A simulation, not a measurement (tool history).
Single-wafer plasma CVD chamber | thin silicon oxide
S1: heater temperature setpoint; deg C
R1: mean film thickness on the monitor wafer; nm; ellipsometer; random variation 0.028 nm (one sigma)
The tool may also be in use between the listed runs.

{"run": 1, "hour": 0.0, "S1": 395, "chamber pressure (mTorr)": 546, "RF power (W)": 310, "deposition time (s)": 5.35, "R1": 7.2667}
{"run": 2, "hour": 4.6, "S1": 395, "chamber pressure (mTorr)": 581, "RF power (W)": 310, "deposition time (s)": 5.35, "R1": 7.6754}
{"run": 3, "hour": 12.1, "S1": 395, "chamber pressure (mTorr)": 586, "RF power (W)": 310, "deposition time (s)": 5.35, "R1": 7.7331}
{"run": 4, "hour": 21.0, "S1": 395, "chamber pressure (mTorr)": 586, "RF power (W)": 330, "deposition time (s)": 5.35, "R1": 7.8942}
{"run": 5, "hour": 27.6, "S1": 395, "chamber pressure (mTorr)": 589, "RF power (W)": 330, "deposition time (s)": 5.35, "R1": 7.9554}
{"run": 6, "hour": 35.2, "S1": 395, "chamber pressure (mTorr)": 589, "RF power (W)": 290, "deposition time (s)": 5.35, "R1": 7.6311}
{"run": 7, "hour": 40.6, "S1": 395, "chamber pressure (mTorr)": 594, "RF power (W)": 290, "deposition time (s)": 5.35, "R1": 7.6595}

Forecast run 8:
{"run": 8, "hour": 45.2, "S1": 395, "chamber pressure (mTorr)": 641, "RF power (W)": 290, "deposition time (s)": 5.35, "R1": "?"}

{"run 8": {"R1": 8.1616}}
